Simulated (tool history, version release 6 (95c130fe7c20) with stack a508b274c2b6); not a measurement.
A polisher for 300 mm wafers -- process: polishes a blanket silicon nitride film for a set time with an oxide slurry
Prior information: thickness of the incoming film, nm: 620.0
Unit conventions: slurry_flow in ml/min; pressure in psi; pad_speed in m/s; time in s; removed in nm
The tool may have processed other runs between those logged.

run	hour	slurry_flow	pressure	pad_speed	slurry_solids	time	removed
1	0.0	185	3.3	0.90	1.0	49	27.183
2	7.3	185	3.3	0.90	1.0	49	27.254
3	13.1	185	3.3	0.90	1.0	49	27.984
4	20.8	185	3.1	0.90	1.0	49	25.617
5	23.8	185	3.0	0.90	1.0	49	24.978
6	30.3	145	3.0	0.90	1.0	49	23.466
7	34.0	145	2.9	0.90	1.0	49	23.558

Predict the results of run 8:
8	36.5	145	2.0	0.88	1.0	49	?

Run 8 measured removed 16.078 nm.
